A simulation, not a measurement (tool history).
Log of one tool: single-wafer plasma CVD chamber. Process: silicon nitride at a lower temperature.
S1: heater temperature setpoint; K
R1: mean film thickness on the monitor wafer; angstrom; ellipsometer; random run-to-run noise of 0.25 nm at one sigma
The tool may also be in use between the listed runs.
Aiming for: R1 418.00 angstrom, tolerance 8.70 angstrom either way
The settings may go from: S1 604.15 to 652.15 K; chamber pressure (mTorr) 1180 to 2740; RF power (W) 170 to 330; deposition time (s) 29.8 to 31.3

{"run": 1, "hour": 0.0, "S1": 628.15, "chamber pressure (mTorr)": 1960, "RF power (W)": 250, "deposition time (s)": 31.3, "R1": 368.24}
{"run": 2, "hour": 2.8, "S1": 628.15, "chamber pressure (mTorr)": 2060, "RF power (W)": 255, "deposition time (s)": 31.3, "R1": 382.35}
{"run": 3, "hour": 10.7, "S1": 628.15, "chamber pressure (mTorr)": 1770, "RF power (W)": 255, "deposition time (s)": 31.3, "R1": 363.74}
{"run": 4, "hour": 12.0, "S1": 618.15, "chamber pressure (mTorr)": 1770, "RF power (W)": 255, "deposition time (s)": 31.3, "R1": 367.84}
{"run": 5, "hour": 12.7, "S1": 618.15, "chamber pressure (mTorr)": 1770, "RF power (W)": 255, "deposition time (s)": 29.8, "R1": 350.49}
{"run": 6, "hour": 16.7, "S1": 618.15, "chamber pressure (mTorr)": 2060, "RF power (W)": 255, "deposition time (s)": 29.8, "R1": 366.54}
{"run": 7, "hour": 22.5, "S1": 618.15, "chamber pressure (mTorr)": 2060, "RF power (W)": 255, "deposition time (s)": 29.8, "R1": 362.97}
{"run": 8, "hour": 29.7, "S1": 618.15, "chamber pressure (mTorr)": 2140, "RF power (W)": 260, "deposition time (s)": 29.8, "R1": 373.06}
{"run": 9, "hour": 35.6, "S1": 618.15, "chamber pressure (mTorr)": 2210, "RF power (W)": 265, "deposition time (s)": 29.8, "R1": 377.91}

Which one of the following 5 next-run settings gets every result inside its allowed miss? There is exactly one.
{"run": "A", "hour": 41.5, "S1": 626.15, "chamber pressure (mTorr)": 2060, "RF power (W)": 315, "deposition time (s)": 31.3, "R1": "?"}
{"run": "B", "hour": 41.5, "S1": 627.15, "chamber pressure (mTorr)": 2080, "RF power (W)": 305, "deposition time (s)": 30.6, "R1": "?"}
{"run": "C", "hour": 41.5, "S1": 628.15, "chamber pressure (mTorr)": 2310, "RF power (W)": 310, "deposition time (s)": 31.3, "R1": "?"}
{"run": "D", "hour": 41.5, "S1": 625.15, "chamber pressure (mTorr)": 2360, "RF power (W)": 295, "deposition time (s)": 31.3, "R1": "?"}
{"run": "E", "hour": 41.5, "S1": 619.15, "chamber pressure (mTorr)": 2730, "RF power (W)": 310, "deposition time (s)": 30.7, "R1": "?"}

move=A R1=432.78
move=B R1=415.89
move=C R1=440.48
move=D R1=430.28
move=E R1=449.91
A: takes the result that was furthest off past its target
B: in spec on every target
C: takes the result that was furthest off past its target
D: takes the result that was furthest off past its target
E: takes the result that was furthest off past its target
So the answer is move B, the one that meets all the targets.

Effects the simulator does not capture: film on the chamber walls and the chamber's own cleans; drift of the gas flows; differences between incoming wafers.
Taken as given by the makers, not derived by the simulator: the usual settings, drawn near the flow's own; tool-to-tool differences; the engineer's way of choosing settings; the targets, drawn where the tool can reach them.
